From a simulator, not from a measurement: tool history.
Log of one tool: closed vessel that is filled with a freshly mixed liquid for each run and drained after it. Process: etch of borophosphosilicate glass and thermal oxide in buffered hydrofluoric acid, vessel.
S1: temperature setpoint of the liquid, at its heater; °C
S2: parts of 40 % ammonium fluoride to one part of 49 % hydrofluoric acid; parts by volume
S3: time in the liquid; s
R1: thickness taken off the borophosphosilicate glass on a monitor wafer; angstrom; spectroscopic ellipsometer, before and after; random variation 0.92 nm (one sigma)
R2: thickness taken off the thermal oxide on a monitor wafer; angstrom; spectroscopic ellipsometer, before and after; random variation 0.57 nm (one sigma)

{"run": 1, "hour": 0.0, "S1": 20.0, "S2": 11.5, "S3": 60, "R1": 484.1, "R2": 413.94}
{"run": 2, "hour": 5.7, "S1": 20.0, "S2": 11.5, "S3": 70, "R1": 565.79, "R2": 478.64}
{"run": 3, "hour": 8.3, "S1": 18.5, "S2": 11.5, "S3": 70, "R1": 520.66, "R2": 445.11}
{"run": 4, "hour": 13.8, "S1": 20.5, "S2": 11.0, "S3": 70, "R1": 612.99, "R2": 516.6}
{"run": 5, "hour": 22.7, "S1": 20.5, "S2": 14.0, "S3": 70, "R1": 479.87, "R2": 405.33}
{"run": 6, "hour": 27.7, "S1": 22.0, "S2": 13.0, "S3": 70, "R1": 554.69, "R2": 476.6}
{"run": 7, "hour": 34.8, "S1": 23.0, "S2": 12.5, "S3": 70, "R1": 613.58, "R2": 524.15}

Forecast run 8:
{"run": 8, "hour": 40.4, "S1": 24.0, "S2": 12.0, "S3": 70, "R1": "?", "R2": "?"}

R1: 670.53 angstrom
R2: 578.31 angstrom
